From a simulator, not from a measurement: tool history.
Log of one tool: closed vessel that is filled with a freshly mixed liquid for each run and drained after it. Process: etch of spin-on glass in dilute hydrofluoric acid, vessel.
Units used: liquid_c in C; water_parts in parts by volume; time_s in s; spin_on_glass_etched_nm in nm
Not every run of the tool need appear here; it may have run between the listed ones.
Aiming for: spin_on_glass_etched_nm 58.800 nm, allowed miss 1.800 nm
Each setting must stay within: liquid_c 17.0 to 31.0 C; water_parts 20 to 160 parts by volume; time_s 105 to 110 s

{"run": 1, "hour": 0.0, "liquid_c": 23.0, "water_parts": 90, "time_s": 105, "spin_on_glass_etched_nm": 41.067}
{"run": 2, "hour": 6.5, "liquid_c": 25.0, "water_parts": 90, "time_s": 105, "spin_on_glass_etched_nm": 43.417}
{"run": 3, "hour": 7.6, "liquid_c": 25.0, "water_parts": 90, "time_s": 105, "spin_on_glass_etched_nm": 44.549}
{"run": 4, "hour": 13.9, "liquid_c": 23.0, "water_parts": 90, "time_s": 105, "spin_on_glass_etched_nm": 41.304}
{"run": 5, "hour": 20.1, "liquid_c": 24.5, "water_parts": 90, "time_s": 105, "spin_on_glass_etched_nm": 43.867}
{"run": 6, "hour": 28.2, "liquid_c": 26.0, "water_parts": 90, "time_s": 105, "spin_on_glass_etched_nm": 46.148}
{"run": 7, "hour": 29.8, "liquid_c": 27.0, "water_parts": 90, "time_s": 105, "spin_on_glass_etched_nm": 48.71}
{"run": 8, "hour": 37.0, "liquid_c": 28.0, "water_parts": 90, "time_s": 105, "spin_on_glass_etched_nm": 50.352}
{"run": 9, "hour": 42.2, "liquid_c": 28.5, "water_parts": 90, "time_s": 105, "spin_on_glass_etched_nm": 50.862}
{"run": 10, "hour": 49.2, "liquid_c": 29.0, "water_parts": 90, "time_s": 105, "spin_on_glass_etched_nm": 52.239}
{"run": 11, "hour": 50.7, "liquid_c": 29.5, "water_parts": 90, "time_s": 105, "spin_on_glass_etched_nm": 52.855}
{"run": 12, "hour": 55.2, "liquid_c": 30.0, "water_parts": 90, "time_s": 105, "spin_on_glass_etched_nm": 54.719}
{"run": 13, "hour": 57.5, "liquid_c": 30.5, "water_parts": 90, "time_s": 105, "spin_on_glass_etched_nm": 55.25}
{"run": 14, "hour": 64.1, "liquid_c": 31.0, "water_parts": 90, "time_s": 105, "spin_on_glass_etched_nm": 56.108}

Pick the move, out of 5, that brings all results within their allowed miss; only one does.
{"run": "A", "hour": 70.7, "liquid_c": 30.5, "water_parts": 95, "time_s": 110, "spin_on_glass_etched_nm": "?"}
{"run": "B", "hour": 70.7, "liquid_c": 27.0, "water_parts": 75, "time_s": 105, "spin_on_glass_etched_nm": "?"}
{"run": "C", "hour": 70.7, "liquid_c": 31.0, "water_parts": 80, "time_s": 105, "spin_on_glass_etched_nm": "?"}
{"run": "D", "hour": 70.7, "liquid_c": 30.0, "water_parts": 90, "time_s": 105, "spin_on_glass_etched_nm": "?"}
{"run": "E", "hour": 70.7, "liquid_c": 29.5, "water_parts": 80, "time_s": 110, "spin_on_glass_etched_nm": "?"}

move=A spin_on_glass_etched_nm=54.574
move=B spin_on_glass_etched_nm=59.331
move=C spin_on_glass_etched_nm=64.441
move=D spin_on_glass_etched_nm=54.352
move=E spin_on_glass_etched_nm=63.762
A: moves away from the targets compared with the last run
B: all results in spec
C: moves the result that the last run missed by most past its target, out the other side
D: moves away from the targets compared with the last run
E: moves the result that the last run missed by most past its target, out the other side
B meets every target.
